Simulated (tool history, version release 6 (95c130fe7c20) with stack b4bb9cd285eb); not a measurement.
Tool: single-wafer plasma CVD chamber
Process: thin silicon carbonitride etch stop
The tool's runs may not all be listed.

| run | hour | RF power (W) | deposition time (s) | mean film thickness on the monitor wafer (angstrom) |
|---|---|---|---|---|
| 1 | 0 | 240 | 15.7 | 89.618 |
| 2 | 5.2 | 240 | 13.7 | 77.66 |
| 3 | 11.9 | 220 | 13.7 | 76.404 |
| 4 | 14.8 | 220 | 15.8 | 87.86 |
| 5 | 17.2 | 240 | 15.8 | 90.053 |
| 6 | 25 | 210 | 15.8 | 87.742 |
| 7 | 28 | 205 | 15.3 | 83.913 |

Forecast run 8:
| 8 | 28.9 | 205 | 15.3 | ? |

Run 8 gave mean film thickness on the monitor wafer (angstrom) 83.489.

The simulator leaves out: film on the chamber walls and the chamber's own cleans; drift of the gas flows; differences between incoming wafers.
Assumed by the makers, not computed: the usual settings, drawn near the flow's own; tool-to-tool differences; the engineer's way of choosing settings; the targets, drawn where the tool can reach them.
